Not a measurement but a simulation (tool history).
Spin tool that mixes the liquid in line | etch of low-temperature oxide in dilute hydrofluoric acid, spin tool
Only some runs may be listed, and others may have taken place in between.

run  hour  temperature setpoint of the liquid (K)  parts of water to one part of 49 % hydrofluoric acid (parts by volume)  time under the liquid (s)  thickness taken off the low-temperature oxide on a monitor wafer (angstrom)
  1     0                                  299.15                                                                     115                        315                                                                       571.57
  2   3.1                                  297.15                                                                     115                        315                                                                          526
  3   7.5                                  300.15                                                                      95                        315                                                                       735.59
  4  11.2                                  302.15                                                                      95                        315                                                                       788.16
  5    20                                  303.65                                                                      80                        315                                                                       1017.2
  6  25.1                                  303.65                                                                     115                        315                                                                       673.44
  7  30.9                                  303.65                                                                     115                        315                                                                        674.2
  8    33                                  304.65                                                                      95                        315                                                                       870.49
  9  37.9                                  305.15                                                                      85                        315                                                                       1007.1
 10  41.8                                  307.15                                                                      50                        315                                                                       1956.3
 11  43.5                                  305.65                                                                      50                        315                                                                       1817.8
 12  49.3                                  305.65                                                                      50                        315                                                                       1855.8
 13  56.9                                  304.15                                                                      50                        315                                                                       1738.9
 14  62.9                                  303.15                                                                      50                        315                                                                       1671.6

Estimate the outcome of run 15 from the log above:
 15  68.8                                  302.15                                                                      50                        315                                                                            ?

thickness taken off the low-temperature oxide on a monitor wafer (angstrom): 1638.4
